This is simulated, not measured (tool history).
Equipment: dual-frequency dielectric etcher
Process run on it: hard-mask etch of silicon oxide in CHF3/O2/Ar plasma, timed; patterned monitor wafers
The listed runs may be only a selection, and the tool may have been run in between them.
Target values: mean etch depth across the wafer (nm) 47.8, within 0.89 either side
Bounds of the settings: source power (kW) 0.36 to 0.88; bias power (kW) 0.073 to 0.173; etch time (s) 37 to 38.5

run,hour,source power (kW),bias power (kW),etch time (s),mean etch depth across the wafer (nm)
1,0,0.62,0.123,37,56.429
2,4,0.62,0.123,38.5,59.689
3,5.7,0.62,0.123,38.5,59.263
4,8.7,0.62,0.106,38.5,58.366
5,13.8,0.55,0.1,38.5,53.123
6,19.1,0.55,0.091,38.5,51.905
7,20.5,0.42,0.086,38.5,43.443
8,27,0.51,0.088,38.5,49.678

4 candidate next runs follow, results not yet known. Just one meets every target within its allowed miss. Identify it.
A,33.5,0.58,0.073,37,?
B,33.5,0.56,0.073,38.5,?
C,33.5,0.49,0.09,38,?
D,33.5,0.57,0.084,37.5,?

move,mean etch depth across the wafer (nm)
A,50.268
B,51.231
C,48.19
D,51.548
A: its largest miss is bigger than the last run's
B: its largest miss is bigger than the last run's
C: each result inside its tolerance
D: its largest miss is bigger than the last run's
Correct choice: C, which meets every target
